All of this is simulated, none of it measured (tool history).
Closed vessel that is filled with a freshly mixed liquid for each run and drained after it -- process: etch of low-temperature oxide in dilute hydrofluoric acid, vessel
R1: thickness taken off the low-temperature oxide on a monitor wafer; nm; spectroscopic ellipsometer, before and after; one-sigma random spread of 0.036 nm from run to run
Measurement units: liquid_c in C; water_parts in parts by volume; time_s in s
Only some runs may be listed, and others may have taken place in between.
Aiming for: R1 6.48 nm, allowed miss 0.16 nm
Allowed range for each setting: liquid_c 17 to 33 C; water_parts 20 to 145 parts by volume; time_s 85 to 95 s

run 1 hour=0 | liquid_c=25 water_parts=80 time_s=85 | R1=11.961
run 2 hour=0.6 | liquid_c=27 water_parts=80 time_s=85 | R1=12.806
run 3 hour=5.5 | liquid_c=24 water_parts=90 time_s=85 | R1=10.009
run 4 hour=13.7 | liquid_c=21.5 water_parts=95 time_s=85 | R1=8.4973
run 5 hour=14.3 | liquid_c=23.5 water_parts=95 time_s=85 | R1=9.1578
run 6 hour=16.9 | liquid_c=23.5 water_parts=80 time_s=85 | R1=11.141
run 7 hour=23.8 | liquid_c=21.5 water_parts=90 time_s=85 | R1=9.1296
run 8 hour=26.3 | liquid_c=21.5 water_parts=90 time_s=85 | R1=8.9785
run 9 hour=28.1 | liquid_c=20 water_parts=95 time_s=85 | R1=8.0682
run 10 hour=30.6 | liquid_c=19 water_parts=100 time_s=85 | R1=7.2707
run 11 hour=35 | liquid_c=18.5 water_parts=100 time_s=85 | R1=7.1634

Which single option among these 4 for the next run brings every result within its allowed miss of target? Just one does.
run A hour=39.4 | liquid_c=20.5 water_parts=100 time_s=90 | R1=?
run B hour=39.4 | liquid_c=17.5 water_parts=105 time_s=90 | R1=?
run C hour=39.4 | liquid_c=19.5 water_parts=105 time_s=90 | R1=?
run D hour=39.4 | liquid_c=24.5 water_parts=135 time_s=85 | R1=?

move=A R1=8.2161
move=B R1=6.8739
move=C R1=7.4688
move=D R1=6.4695
A: its largest miss is bigger than the last run's
B: closer than the last run, but not yet in spec
C: its largest miss is bigger than the last run's
D: every result lands within tolerance
The move that meets every target is D.
